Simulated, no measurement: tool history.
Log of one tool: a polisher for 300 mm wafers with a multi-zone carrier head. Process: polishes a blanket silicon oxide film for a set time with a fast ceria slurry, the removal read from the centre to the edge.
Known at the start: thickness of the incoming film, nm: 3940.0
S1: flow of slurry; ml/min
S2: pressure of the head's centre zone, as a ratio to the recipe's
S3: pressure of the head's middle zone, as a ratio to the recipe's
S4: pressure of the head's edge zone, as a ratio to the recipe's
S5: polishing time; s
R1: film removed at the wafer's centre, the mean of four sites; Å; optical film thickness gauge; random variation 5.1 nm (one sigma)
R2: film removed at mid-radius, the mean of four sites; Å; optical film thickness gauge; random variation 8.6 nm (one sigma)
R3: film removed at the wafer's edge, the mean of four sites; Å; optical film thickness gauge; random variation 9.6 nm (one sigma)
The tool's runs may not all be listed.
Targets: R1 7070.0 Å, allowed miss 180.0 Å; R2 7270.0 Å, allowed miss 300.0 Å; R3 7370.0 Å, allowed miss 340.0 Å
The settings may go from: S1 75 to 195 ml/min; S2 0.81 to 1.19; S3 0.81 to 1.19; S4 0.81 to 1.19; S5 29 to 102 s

run,hour,S1,S2,S3,S4,S5,R1,R2,R3
1,0.0,125,1.00,1.00,1.00,65,5391.7,5325.6,5642.5
2,6.1,140,1.01,1.04,1.05,68,5840.1,5854.8,6240.4
3,10.4,155,1.03,1.08,1.07,69,6211.0,6209.2,6382.0
4,17.3,160,1.03,1.10,1.09,71,6480.7,6584.5,6621.3
5,20.7,160,1.03,1.04,1.09,71,6456.8,6383.2,6570.9
6,23.2,160,1.03,1.06,1.11,73,6596.9,6650.5,6793.4
7,28.5,160,1.03,1.06,1.11,73,6704.3,6529.0,6795.1
8,32.5,165,1.02,1.08,1.12,74,6821.4,6752.4,7129.1
9,41.3,170,1.02,1.10,1.11,74,6669.7,6963.4,7046.3
10,42.2,175,1.02,1.10,1.12,75,6798.4,7038.5,7157.6

Which of these 4 next moves meets every target?
A,43.1,145,1.05,1.12,1.16,78,?,?,?
B,43.1,185,1.12,1.19,1.01,71,?,?,?
C,43.1,185,1.06,1.12,1.13,69,?,?,?
D,43.1,160,1.04,1.00,1.17,77,?,?,?

move,R1,R2,R3
A,7098.8,7170.1,7452.4
B,7258.5,7192.7,6549.9
C,6670.3,6635.0,6724.9
D,7090.7,6555.0,7506.8
A: meets every target
B: takes the result that was furthest off past its target
C: further off than the last run
D: brings the result that was furthest off to its target, and leaves another outside
Move A is the one to make.
